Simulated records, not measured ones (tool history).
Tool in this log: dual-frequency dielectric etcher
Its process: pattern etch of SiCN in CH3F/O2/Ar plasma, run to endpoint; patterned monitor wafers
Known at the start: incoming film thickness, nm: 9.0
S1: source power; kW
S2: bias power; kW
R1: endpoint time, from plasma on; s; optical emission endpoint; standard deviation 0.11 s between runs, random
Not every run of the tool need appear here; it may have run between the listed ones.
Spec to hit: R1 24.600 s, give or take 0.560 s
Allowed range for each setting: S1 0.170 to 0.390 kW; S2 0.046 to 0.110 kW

| run | day | S1 | S2 | R1 |
|---|---|---|---|---|
| 1 | 0.000 | 0.280 | 0.078 | 27.684 |
| 2 | 0.192 | 0.240 | 0.078 | 30.240 |
| 3 | 0.567 | 0.240 | 0.067 | 33.332 |
| 4 | 0.733 | 0.240 | 0.061 | 35.370 |
| 5 | 0.875 | 0.280 | 0.064 | 31.109 |
| 6 | 1.221 | 0.260 | 0.064 | 32.445 |
| 7 | 1.275 | 0.290 | 0.065 | 30.107 |
| 8 | 1.304 | 0.350 | 0.070 | 26.267 |
| 9 | 1.621 | 0.360 | 0.070 | 25.711 |
| 10 | 1.846 | 0.370 | 0.070 | 25.455 |
| 11 | 2.054 | 0.390 | 0.073 | 23.929 |

Pick the move, out of 4, that brings all results within their allowed miss; only one does.
| A | 2.262 | 0.390 | 0.075 | ? |
| B | 2.262 | 0.380 | 0.078 | ? |
| C | 2.262 | 0.390 | 0.065 | ? |
| D | 2.262 | 0.380 | 0.072 | ? |

| move | R1 |
|---|---|
| A | 23.588 |
| B | 23.375 |
| C | 25.663 |
| D | 24.482 |
A: its largest miss is bigger than the last run's
B: its largest miss is bigger than the last run's
C: moves the result that the last run missed by most past its target, out the other side
D: every result within its allowed miss
The right move is D.
